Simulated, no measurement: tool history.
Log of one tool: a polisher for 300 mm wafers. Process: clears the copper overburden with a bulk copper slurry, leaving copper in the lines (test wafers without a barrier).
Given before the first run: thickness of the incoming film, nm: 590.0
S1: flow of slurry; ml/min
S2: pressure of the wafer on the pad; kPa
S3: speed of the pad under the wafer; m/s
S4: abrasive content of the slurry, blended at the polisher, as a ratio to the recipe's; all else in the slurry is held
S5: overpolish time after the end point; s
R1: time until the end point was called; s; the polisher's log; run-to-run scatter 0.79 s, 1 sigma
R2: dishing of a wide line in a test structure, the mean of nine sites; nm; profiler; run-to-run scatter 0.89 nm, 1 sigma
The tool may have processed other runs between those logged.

run	hour	S1	S2	S3	S4	S5	R1	R2
1	0.0	180	17.2	0.96	1.0	19	62.087	85.801
2	4.3	180	17.2	0.96	0.8	19	66.292	82.071
3	13.2	180	17.2	0.80	0.8	19	79.296	74.524
4	20.8	180	14.5	0.80	0.8	19	93.316	64.042
5	22.2	180	10.3	0.80	0.8	19	128.540	48.302
6	29.2	185	11.0	0.80	0.8	19	121.130	50.888
7	32.3	190	11.7	0.80	0.8	19	113.230	55.210

For run 8, what comes out?
8	33.6	200	11.7	0.80	0.8	19	?	?

Run 8 produced R1 112.930 s, R2 54.392 nm.

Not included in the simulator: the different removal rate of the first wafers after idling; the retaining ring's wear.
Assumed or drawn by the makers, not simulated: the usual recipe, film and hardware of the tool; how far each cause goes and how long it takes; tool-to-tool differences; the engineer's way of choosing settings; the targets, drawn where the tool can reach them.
